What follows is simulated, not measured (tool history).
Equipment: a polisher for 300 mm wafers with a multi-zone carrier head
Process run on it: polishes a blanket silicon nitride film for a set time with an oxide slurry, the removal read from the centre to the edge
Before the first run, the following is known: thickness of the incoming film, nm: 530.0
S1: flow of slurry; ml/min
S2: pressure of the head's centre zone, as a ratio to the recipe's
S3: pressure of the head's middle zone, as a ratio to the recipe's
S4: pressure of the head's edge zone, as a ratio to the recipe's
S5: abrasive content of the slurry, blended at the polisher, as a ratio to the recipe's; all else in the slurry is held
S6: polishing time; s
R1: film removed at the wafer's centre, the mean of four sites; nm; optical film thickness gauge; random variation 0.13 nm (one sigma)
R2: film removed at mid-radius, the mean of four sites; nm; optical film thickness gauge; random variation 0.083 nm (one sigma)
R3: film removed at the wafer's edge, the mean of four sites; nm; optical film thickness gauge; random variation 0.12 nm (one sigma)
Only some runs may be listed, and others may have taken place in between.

Run 1, hour 0.0: S1 235 ml/min, S2 1.00, S3 1.00, S4 1.00, S5 1.00, S6 35 s. Result: R1 27.050 nm, R2 26.807 nm, R3 26.691 nm.
Run 2, hour 8.6: S1 270 ml/min, S2 1.00, S3 1.00, S4 1.00, S5 1.00, S6 35 s. Result: R1 27.429 nm, R2 27.066 nm, R3 27.782 nm.
Run 3, hour 17.6: S1 270 ml/min, S2 0.95, S3 1.00, S4 1.00, S5 1.00, S6 35 s. Result: R1 26.124 nm, R2 27.175 nm, R3 27.111 nm.
Run 4, hour 20.2: S1 270 ml/min, S2 0.99, S3 1.00, S4 1.00, S5 1.00, S6 35 s. Result: R1 27.350 nm, R2 27.103 nm, R3 27.481 nm.
Run 5, hour 26.4: S1 270 ml/min, S2 0.99, S3 1.00, S4 1.00, S5 1.00, S6 30 s. Result: R1 23.540 nm, R2 23.221 nm, R3 23.275 nm.
Run 6, hour 29.7: S1 270 ml/min, S2 0.92, S3 1.00, S4 1.00, S5 1.00, S6 30 s. Result: R1 21.322 nm, R2 23.204 nm, R3 23.404 nm.
Run 7, hour 37.2: S1 255 ml/min, S2 0.90, S3 1.00, S4 0.96, S5 0.90, S6 28 s. Result: R1 19.059 nm, R2 20.863 nm, R3 20.447 nm.
Run 8, hour 38.0: S1 240 ml/min, S2 0.88, S3 1.01, S4 0.95, S5 0.80, S6 26 s. Result: R1 16.759 nm, R2 18.682 nm, R3 18.307 nm.
Run 9, hour 46.9: S1 235 ml/min, S2 0.86, S3 1.03, S4 0.94, S5 0.75, S6 24 s. Result: R1 14.460 nm, R2 17.329 nm, R3 16.440 nm.
Run 10, hour 55.7: S1 230 ml/min, S2 0.85, S3 1.03, S4 0.92, S5 0.70, S6 23 s. Result: R1 13.583 nm, R2 15.888 nm, R3 14.947 nm.
Run 11, hour 63.7: S1 220 ml/min, S2 0.84, S3 1.04, S4 0.91, S5 0.65, S6 23 s. Result: R1 12.778 nm, R2 15.730 nm, R3 14.299 nm.
Run 12, hour 70.0: S1 210 ml/min, S2 0.83, S3 1.04, S4 0.90, S5 0.60, S6 23 s. Result: R1 12.095 nm, R2 15.227 nm, R3 14.108 nm.
Run 13, hour 73.7: S1 210 ml/min, S2 0.83, S3 1.04, S4 0.88, S5 0.60, S6 23 s. Result: R1 12.427 nm, R2 15.131 nm, R3 14.071 nm.
Run 14, hour 78.4: S1 210 ml/min, S2 0.83, S3 1.04, S4 0.88, S5 0.60, S6 23 s. Result: R1 12.183 nm, R2 15.054 nm, R3 13.945 nm.

Expected results for the next run?
Run 15, hour 81.3: S1 210 ml/min, S2 0.83, S3 1.04, S4 0.87, S5 0.60, S6 23 s. Result: R1 ?, R2 ?, R3 ?.

Run 15 came out at R1 11.939 nm, R2 15.098 nm, R3 14.019 nm.
